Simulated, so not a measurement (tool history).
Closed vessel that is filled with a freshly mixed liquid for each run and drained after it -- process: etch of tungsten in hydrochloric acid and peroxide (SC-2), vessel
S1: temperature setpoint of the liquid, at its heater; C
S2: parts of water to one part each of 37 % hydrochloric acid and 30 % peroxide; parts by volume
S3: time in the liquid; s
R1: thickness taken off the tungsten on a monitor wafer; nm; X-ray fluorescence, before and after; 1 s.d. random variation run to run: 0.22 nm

{"run": 1, "hour": 0.0, "S1": 60.0, "S2": 10, "S3": 90, "R1": 19.483}
{"run": 2, "hour": 1.4, "S1": 61.0, "S2": 10, "S3": 90, "R1": 20.675}
{"run": 3, "hour": 7.8, "S1": 54.5, "S2": 10, "S3": 90, "R1": 14.03}
{"run": 4, "hour": 12.0, "S1": 56.5, "S2": 10, "S3": 90, "R1": 15.671}
{"run": 5, "hour": 19.7, "S1": 58.0, "S2": 10, "S3": 90, "R1": 17.521}
{"run": 6, "hour": 23.3, "S1": 58.0, "S2": 13, "S3": 90, "R1": 14.006}

Run 7, settings as shown, results not yet in. Your forecast:
{"run": 7, "hour": 30.8, "S1": 58.0, "S2": 13, "S3": 90, "R1": "?"}

{"run 7": {"R1": 13.784}}
